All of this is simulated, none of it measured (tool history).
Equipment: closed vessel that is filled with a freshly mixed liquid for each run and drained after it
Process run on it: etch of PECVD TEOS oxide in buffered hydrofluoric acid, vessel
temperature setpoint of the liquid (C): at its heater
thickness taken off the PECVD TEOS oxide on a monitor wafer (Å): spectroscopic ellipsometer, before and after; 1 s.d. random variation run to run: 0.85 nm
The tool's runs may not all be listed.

| run | hour | temperature setpoint of the liquid (C) | parts of 40 % ammonium fluoride to one part of 49 % hydrofluoric acid (parts by volume) | time in the liquid (s) | thickness taken off the PECVD TEOS oxide on a monitor wafer (Å) |
|---|---|---|---|---|---|
| 1 | 0 | 23 | 13 | 90 | 1932.1 |
| 2 | 2 | 24.5 | 13 | 90 | 2093.8 |
| 3 | 7.5 | 22.5 | 13 | 90 | 1879.6 |
| 4 | 11.4 | 25.5 | 13 | 90 | 2184.1 |
| 5 | 15.9 | 25.5 | 13 | 90 | 2187 |
| 6 | 23 | 23 | 14.5 | 90 | 1715.4 |
| 7 | 27.6 | 21.5 | 15.5 | 90 | 1491.7 |
| 8 | 28.7 | 20.5 | 16 | 90 | 1358.7 |
| 9 | 30.1 | 19.5 | 16.5 | 90 | 1246.8 |
| 10 | 39.3 | 19 | 17 | 90 | 1173.1 |

What does the tool deliver on the next run?
| 11 | 48.4 | 18.5 | 17 | 90 | ? |

thickness taken off the PECVD TEOS oxide on a monitor wafer (Å): 1149.1
